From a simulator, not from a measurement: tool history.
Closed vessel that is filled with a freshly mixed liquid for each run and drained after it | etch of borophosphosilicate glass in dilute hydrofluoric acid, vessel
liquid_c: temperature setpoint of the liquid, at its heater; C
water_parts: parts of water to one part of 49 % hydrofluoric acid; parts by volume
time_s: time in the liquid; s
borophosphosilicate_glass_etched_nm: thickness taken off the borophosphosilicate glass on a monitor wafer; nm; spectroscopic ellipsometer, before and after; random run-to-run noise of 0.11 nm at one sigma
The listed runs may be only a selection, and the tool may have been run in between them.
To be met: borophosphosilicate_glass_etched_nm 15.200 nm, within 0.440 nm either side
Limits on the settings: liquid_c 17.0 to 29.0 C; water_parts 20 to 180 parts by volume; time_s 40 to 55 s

run,hour,liquid_c,water_parts,time_s,borophosphosilicate_glass_etched_nm
1,0.0,21.0,100,55,31.103
2,7.6,20.0,110,55,26.444
3,8.1,20.0,110,40,19.500
4,16.4,20.0,110,55,26.617
5,22.8,20.0,80,55,37.919
6,27.6,22.5,80,55,41.726
7,34.5,21.5,95,55,33.073
# hour 42.6: thermometer replaced
8,42.6,20.5,105,55,25.897
9,50.1,20.0,110,55,24.267
10,55.1,19.5,115,55,22.707
11,64.1,19.0,120,55,21.412
12,68.5,18.5,125,55,19.769

Below are 4 possible settings for the next run. Only one of them brings all results inside the allowed miss of their targets. Which is it?
A,72.9,22.5,145,50,?
B,72.9,19.0,120,40,?
C,72.9,22.0,155,55,?
D,72.9,20.0,145,40,?

move,borophosphosilicate_glass_etched_nm
A,17.861
B,15.426
C,17.829
D,12.948
A: closes in on the targets versus the last run, not all within tolerance yet
B: each result inside its tolerance
C: closes in on the targets versus the last run, not all within tolerance yet
D: carries the result that was furthest off beyond its target, to the other side
The move that meets every target is B.
